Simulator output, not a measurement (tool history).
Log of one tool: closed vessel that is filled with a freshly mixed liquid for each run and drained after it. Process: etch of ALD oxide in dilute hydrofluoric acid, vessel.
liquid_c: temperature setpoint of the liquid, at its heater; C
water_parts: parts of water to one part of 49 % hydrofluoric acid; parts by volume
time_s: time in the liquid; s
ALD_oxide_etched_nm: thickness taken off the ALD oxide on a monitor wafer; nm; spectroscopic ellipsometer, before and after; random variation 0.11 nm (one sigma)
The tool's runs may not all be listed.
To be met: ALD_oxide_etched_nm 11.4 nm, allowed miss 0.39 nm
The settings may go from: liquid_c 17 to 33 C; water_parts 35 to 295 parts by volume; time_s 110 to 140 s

{"run": 1, "hour": 0.0, "liquid_c": 25, "water_parts": 165, "time_s": 140, "ALD_oxide_etched_nm": 21.689}
{"run": 2, "hour": 8.6, "liquid_c": 23, "water_parts": 180, "time_s": 140, "ALD_oxide_etched_nm": 18.132}
{"run": 3, "hour": 10.9, "liquid_c": 21.5, "water_parts": 190, "time_s": 140, "ALD_oxide_etched_nm": 15.697}
{"run": 4, "hour": 13.7, "liquid_c": 21.5, "water_parts": 155, "time_s": 140, "ALD_oxide_etched_nm": 20.16}
{"run": 5, "hour": 16.3, "liquid_c": 21.5, "water_parts": 200, "time_s": 140, "ALD_oxide_etched_nm": 14.998}
{"run": 6, "hour": 24.9, "liquid_c": 20.5, "water_parts": 205, "time_s": 140, "ALD_oxide_etched_nm": 13.88}
{"hour": 30.6, "done": "hydrofluoric acid flow meter replaced"}
{"run": 7, "hour": 30.6, "liquid_c": 19.5, "water_parts": 210, "time_s": 140, "ALD_oxide_etched_nm": 14.747}
{"run": 8, "hour": 34.0, "liquid_c": 19.5, "water_parts": 225, "time_s": 140, "ALD_oxide_etched_nm": 13.707}
{"run": 9, "hour": 42.2, "liquid_c": 19.5, "water_parts": 235, "time_s": 140, "ALD_oxide_etched_nm": 12.888}

Which of these 5 next moves meets every target?
{"run": "A", "hour": 50.4, "liquid_c": 18, "water_parts": 215, "time_s": 130, "ALD_oxide_etched_nm": "?"}
{"run": "B", "hour": 50.4, "liquid_c": 17, "water_parts": 220, "time_s": 115, "ALD_oxide_etched_nm": "?"}
{"run": "C", "hour": 50.4, "liquid_c": 20, "water_parts": 255, "time_s": 135, "ALD_oxide_etched_nm": "?"}
{"run": "D", "hour": 50.4, "liquid_c": 19.5, "water_parts": 260, "time_s": 130, "ALD_oxide_etched_nm": "?"}
{"run": "E", "hour": 50.4, "liquid_c": 19.5, "water_parts": 220, "time_s": 140, "ALD_oxide_etched_nm": "?"}

move=A ALD_oxide_etched_nm=12.257
move=B ALD_oxide_etched_nm=10.142
move=C ALD_oxide_etched_nm=11.165
move=D ALD_oxide_etched_nm=10.301
move=E ALD_oxide_etched_nm=13.609
A: nearer than the last run, and not there yet
B: takes the result that was furthest off past its target
C: meets every target
D: takes the result that was furthest off past its target
E: further off than the last run
Answer: C
